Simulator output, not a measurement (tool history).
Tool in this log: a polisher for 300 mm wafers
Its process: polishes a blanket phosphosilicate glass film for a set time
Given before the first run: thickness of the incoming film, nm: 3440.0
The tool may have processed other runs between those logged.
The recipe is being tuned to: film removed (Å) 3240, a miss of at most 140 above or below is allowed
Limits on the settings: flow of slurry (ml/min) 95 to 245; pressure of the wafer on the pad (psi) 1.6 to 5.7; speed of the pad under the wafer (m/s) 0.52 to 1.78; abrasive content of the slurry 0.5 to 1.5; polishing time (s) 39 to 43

run	hour	flow of slurry (ml/min)	pressure of the wafer on the pad (psi)	speed of the pad under the wafer (m/s)	abrasive content of the slurry	polishing time (s)	film removed (Å)
1	0	155	3.6	1.14	1	43	4254.8
2	1.5	155	3.6	1.14	0.9	43	4067.6
3	10.5	155	3.6	1.14	0.9	43	4123.1
4	16.4	155	3.6	1.14	1.05	43	4338.7
5	17.3	155	3.4	1.14	1.05	43	4108.9
6	19.8	155	3.2	1.14	1.05	43	3948.1
7	24.2	150	2.4	1.12	1.05	43	2869.6
8	24.8	155	2.5	1.12	1.05	43	2992.7

Exactly one of the 5 candidate moves below puts every result within its allowed miss. Which one?
A	25.4	130	2.4	1.18	0.95	43	?
B	25.4	190	3.1	0.8	1.1	41	?
C	25.4	190	2.4	1.08	1.1	43	?
D	25.4	145	2.5	1.08	1.25	43	?
E	25.4	170	2.5	1.04	1	43	?

move	film removed (Å)
A	2879.6
B	2994.4
C	3058.2
D	3247.5
E	2910.3
A: its largest miss is bigger than the last run's
B: as far off as the last run
C: gains on the last run, yet a result remains outside its allowed miss
D: every result within its allowed miss
E: its largest miss is bigger than the last run's
D is the move that brings every result within its allowed miss.
